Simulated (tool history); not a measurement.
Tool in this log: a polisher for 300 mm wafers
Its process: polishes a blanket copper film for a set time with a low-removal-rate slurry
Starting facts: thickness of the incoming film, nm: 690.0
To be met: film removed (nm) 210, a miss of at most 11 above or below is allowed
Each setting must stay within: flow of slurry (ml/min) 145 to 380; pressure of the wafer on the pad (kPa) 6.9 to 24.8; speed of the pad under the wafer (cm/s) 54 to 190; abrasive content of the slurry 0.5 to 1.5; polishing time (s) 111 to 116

run	hour	flow of slurry (ml/min)	pressure of the wafer on the pad (kPa)	speed of the pad under the wafer (cm/s)	abrasive content of the slurry	polishing time (s)	film removed (nm)
1	0	245	15.9	122	1	111	327.68
2	3	245	15.9	122	1.1	111	336.71
3	6.3	245	15.9	148	1.1	111	398.43
4	13.8	245	13.1	144	1.1	111	317.28
5	18.6	220	13.1	144	1.1	111	320.48
6	21.7	220	11.7	142	1.1	111	280.64
7	22.6	220	10.3	142	1.1	111	245.98
8	25.3	220	9.7	142	1.1	111	235.42
9	29.4	220	7.6	140	1.1	111	184.53

Of the 4 settings listed for the next run, only one would bring every result within its allowed miss of target. Which one?
A	33.5	265	9	154	0.95	113	?
B	33.5	285	9.7	140	1.4	113	?
C	33.5	225	7.6	136	1.1	115	?
D	33.5	240	8.3	140	1	116	?

move	film removed (nm)
A	236.88
B	253.1
C	187.66
D	208.4
A: pushes the last run's worst result past its target
B: pushes the last run's worst result past its target
C: closer than the last run, but not yet in spec
D: all results land within tolerance of their targets
D is the move that brings every result within its allowed miss.
